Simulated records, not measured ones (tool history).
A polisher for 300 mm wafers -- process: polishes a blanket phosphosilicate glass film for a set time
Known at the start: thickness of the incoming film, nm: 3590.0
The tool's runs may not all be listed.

run,hour,flow of slurry (ml/min),pressure of the wafer on the pad (psi),speed of the pad under the wafer (cm/s),abrasive content of the slurry,polishing time (s),film removed (angstrom)
1,0,240,2.4,94,1,21,1121.4
2,2.8,240,2.4,116,1,21,1343
3,10.2,240,2.1,116,1,21,1152.3
4,15.3,240,1.9,116,1,21,1056.9
5,19.7,240,1.8,116,1,21,1004.8
6,23,240,1.7,116,1,21,975.88
# hour 25.3: slurry blender recalibrated
7,25.3,240,1.6,116,1,21,1104.4

The next listed run, before its measurement:
8,30.5,240,1.5,104,0.95,21,?

{"run 8": {"film removed (angstrom)": 911.88}}
